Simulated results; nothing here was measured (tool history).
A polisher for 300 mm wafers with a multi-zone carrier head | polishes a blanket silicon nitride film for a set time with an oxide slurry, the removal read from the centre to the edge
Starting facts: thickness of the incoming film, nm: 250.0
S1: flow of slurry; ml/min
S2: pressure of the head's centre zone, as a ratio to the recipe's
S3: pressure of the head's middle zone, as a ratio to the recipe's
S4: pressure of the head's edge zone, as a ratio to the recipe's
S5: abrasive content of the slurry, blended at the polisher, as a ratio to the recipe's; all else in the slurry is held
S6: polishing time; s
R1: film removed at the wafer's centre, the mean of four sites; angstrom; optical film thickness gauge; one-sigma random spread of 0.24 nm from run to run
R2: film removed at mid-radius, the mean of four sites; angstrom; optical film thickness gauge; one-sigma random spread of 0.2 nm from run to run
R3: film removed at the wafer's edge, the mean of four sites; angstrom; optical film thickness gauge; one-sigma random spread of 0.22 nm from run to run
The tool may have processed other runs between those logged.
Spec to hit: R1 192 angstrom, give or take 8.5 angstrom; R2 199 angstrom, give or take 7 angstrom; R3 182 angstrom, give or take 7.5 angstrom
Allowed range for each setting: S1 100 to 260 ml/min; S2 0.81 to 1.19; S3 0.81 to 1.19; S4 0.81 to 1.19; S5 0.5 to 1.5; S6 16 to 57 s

run	hour	S1	S2	S3	S4	S5	S6	R1	R2	R3
1	0	165	1	1	1	1	36	201.25	199.62	203
2	5.2	165	0.95	1	1	1	36	194.05	197.34	203.04
3	13.4	165	0.96	1.01	0.96	1	36	192.78	199.29	201.36
4	14.7	165	0.96	1.01	1.02	1	36	193.53	199.92	212.44
5	15.4	165	0.96	0.98	1.02	1	36	192.93	198.79	200.99
6	20.1	165	0.96	0.92	1.02	1	36	190.84	186.31	204.89
7	27.6	170	0.97	0.97	0.97	0.95	36	193.61	192.63	200.55
8	35.1	170	0.99	1.01	0.94	0.9	36	193.48	191.97	190.79
# hour 36.7: slurry nozzle cleaned
9	36.7	170	0.99	1.04	0.92	0.9	36	217.77	218.44	202.06
10	43.6	155	0.98	1.04	0.91	0.85	36	201.04	208.49	194.61

Of the 5 settings listed for the next run, only one would bring every result within its allowed miss of target. Which one?
A	50.5	170	1.07	1.08	0.87	0.7	37	?	?	?
B	50.5	130	0.9	1.04	0.92	0.75	40	?	?	?
C	50.5	110	1.02	1.07	0.9	1	33	?	?	?
D	50.5	140	0.85	1.19	0.94	0.7	40	?	?	?
E	50.5	225	1.16	1.04	0.87	0.8	33	?	?	?

move	R1	R2	R3
A	207.66	203.33	181.65
B	192.38	210.22	201.47
C	191.13	194.94	182.31
D	181.31	231.65	198.57
E	219.27	193.96	177.32
A: puts the biggest miss on target and leaves a different result outside tolerance
B: the biggest miss grows against the last run
C: meets every target
D: the biggest miss grows against the last run
E: puts the biggest miss on target and leaves a different result outside tolerance
C meets every target.

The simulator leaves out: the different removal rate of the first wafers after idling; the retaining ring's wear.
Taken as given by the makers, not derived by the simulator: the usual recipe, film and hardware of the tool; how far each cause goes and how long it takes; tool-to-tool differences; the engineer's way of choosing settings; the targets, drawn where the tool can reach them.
